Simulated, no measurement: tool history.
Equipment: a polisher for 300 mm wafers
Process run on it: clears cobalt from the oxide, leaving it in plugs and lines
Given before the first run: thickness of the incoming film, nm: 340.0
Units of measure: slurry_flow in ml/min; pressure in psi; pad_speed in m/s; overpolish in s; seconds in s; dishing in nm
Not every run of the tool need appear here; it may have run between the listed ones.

{"run": 1, "day": 0.0, "slurry_flow": 125, "pressure": 1.3, "pad_speed": 0.82, "overpolish": 14, "seconds": 101.67, "dishing": 31.266}
{"run": 2, "day": 0.042, "slurry_flow": 125, "pressure": 1.3, "pad_speed": 0.64, "overpolish": 14, "seconds": 130.39, "dishing": 25.689}
{"run": 3, "day": 0.271, "slurry_flow": 130, "pressure": 1.3, "pad_speed": 0.64, "overpolish": 13, "seconds": 129.51, "dishing": 24.084}
{"run": 4, "day": 0.608, "slurry_flow": 135, "pressure": 1.3, "pad_speed": 0.64, "overpolish": 12, "seconds": 130.31, "dishing": 22.934}
{"run": 5, "day": 0.862, "slurry_flow": 135, "pressure": 1.3, "pad_speed": 0.48, "overpolish": 12, "seconds": 169.68, "dishing": 18.495}
{"run": 6, "day": 1.008, "slurry_flow": 135, "pressure": 1.4, "pad_speed": 0.48, "overpolish": 11, "seconds": 155.41, "dishing": 18.471}

Expected results for the next run?
{"run": 7, "day": 1.375, "slurry_flow": 135, "pressure": 1.5, "pad_speed": 0.48, "overpolish": 11, "seconds": "?", "dishing": "?"}

{"run 7": {"seconds": 148.36, "dishing": 19.186}}

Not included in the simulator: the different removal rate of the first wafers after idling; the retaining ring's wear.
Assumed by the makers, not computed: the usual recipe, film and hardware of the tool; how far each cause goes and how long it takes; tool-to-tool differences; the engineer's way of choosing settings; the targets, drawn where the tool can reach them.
